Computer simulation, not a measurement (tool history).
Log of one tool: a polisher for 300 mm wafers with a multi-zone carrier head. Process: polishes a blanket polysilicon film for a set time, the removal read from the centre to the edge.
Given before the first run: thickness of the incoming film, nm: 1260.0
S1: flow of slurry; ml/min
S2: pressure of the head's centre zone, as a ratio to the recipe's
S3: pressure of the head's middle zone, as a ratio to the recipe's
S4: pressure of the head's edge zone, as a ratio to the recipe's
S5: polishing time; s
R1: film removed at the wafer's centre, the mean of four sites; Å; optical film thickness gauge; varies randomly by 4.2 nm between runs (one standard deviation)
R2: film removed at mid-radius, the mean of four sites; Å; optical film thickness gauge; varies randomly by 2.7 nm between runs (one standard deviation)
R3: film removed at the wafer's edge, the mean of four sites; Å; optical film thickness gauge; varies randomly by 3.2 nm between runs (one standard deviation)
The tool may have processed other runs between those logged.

run 1 hour=0.0 | S1=200 S2=1.00 S3=1.00 S4=1.00 S5=39 | R1=2915.6 R2=2804.3 R3=2798.0
run 2 hour=4.2 | S1=220 S2=1.02 S3=1.06 S4=1.02 S5=40 | R1=3065.4 R2=3054.1 R3=2884.0
run 3 hour=11.9 | S1=230 S2=1.03 S3=1.10 S4=1.04 S5=41 | R1=3191.8 R2=3188.2 R3=3017.0
run 4 hour=12.9 | S1=230 S2=1.03 S3=1.05 S4=1.04 S5=41 | R1=3268.5 R2=3094.5 R3=3007.9
run 5 hour=20.2 | S1=230 S2=1.03 S3=1.05 S4=1.04 S5=46 | R1=3634.7 R2=3506.2 R3=3391.1
run 6 hour=21.6 | S1=230 S2=1.03 S3=1.05 S4=1.12 S5=46 | R1=3578.6 R2=3473.1 R3=3512.1
run 7 hour=29.7 | S1=230 S2=1.03 S3=1.08 S4=1.07 S5=45 | R1=3513.1 R2=3489.7 R3=3349.7

Forecast run 8:
run 8 hour=38.4 | S1=230 S2=1.03 S3=1.10 S4=1.04 S5=45 | R1=? R2=? R3=?

R1: 3524.3 Å
R2: 3506.1 Å
R3: 3381.7 Å
